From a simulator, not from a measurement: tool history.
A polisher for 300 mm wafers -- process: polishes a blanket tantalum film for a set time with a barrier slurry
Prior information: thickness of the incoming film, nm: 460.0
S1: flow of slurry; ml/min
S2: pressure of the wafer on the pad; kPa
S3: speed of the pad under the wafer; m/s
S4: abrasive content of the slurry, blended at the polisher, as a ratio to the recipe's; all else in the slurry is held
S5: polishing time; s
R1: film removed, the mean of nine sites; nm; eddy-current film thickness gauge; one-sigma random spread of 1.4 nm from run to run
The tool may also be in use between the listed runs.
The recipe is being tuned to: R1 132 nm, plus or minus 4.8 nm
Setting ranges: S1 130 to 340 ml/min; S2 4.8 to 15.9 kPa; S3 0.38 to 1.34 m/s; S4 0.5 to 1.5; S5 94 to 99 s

run	hour	S1	S2	S3	S4	S5	R1
1	0	220	10.3	0.86	1	94	78.344
2	2.9	220	11.7	0.86	1	94	86.52
3	11.4	245	11.7	0.86	1	94	87.104
4	16.6	245	11.7	0.94	1	94	95.077
5	23.9	245	10.3	0.94	1	94	83.853
6	24.6	205	10.3	0.94	1	94	83.738
7	30.7	205	11	0.94	1	94	86.638
8	37.5	210	13.8	1	1	94	113.4
9	41.7	210	13.8	1	1	94	113.73
10	46.8	210	14.5	1	1	94	121.75
11	51.9	215	15.2	1	1	94	127.35
12	52.9	220	15.2	1	1	94	126.57

Below are 5 possible settings for the next run. Only one of them brings all results inside the allowed miss of their targets. Which is it?
A	53.9	165	15.2	1.04	0.9	94	?
B	53.9	205	14.5	1.08	0.95	98	?
C	53.9	265	15.9	0.76	1.15	99	?
D	53.9	210	13.1	1.1	0.85	99	?
E	53.9	235	15.9	0.9	1	94	?

move	R1
A	119.66
B	129.78
C	119.98
D	116.18
E	122.22
A: misses by more than the last run did
B: each result inside its tolerance
C: misses by more than the last run did
D: misses by more than the last run did
E: misses by more than the last run did
Move B is the one to make.
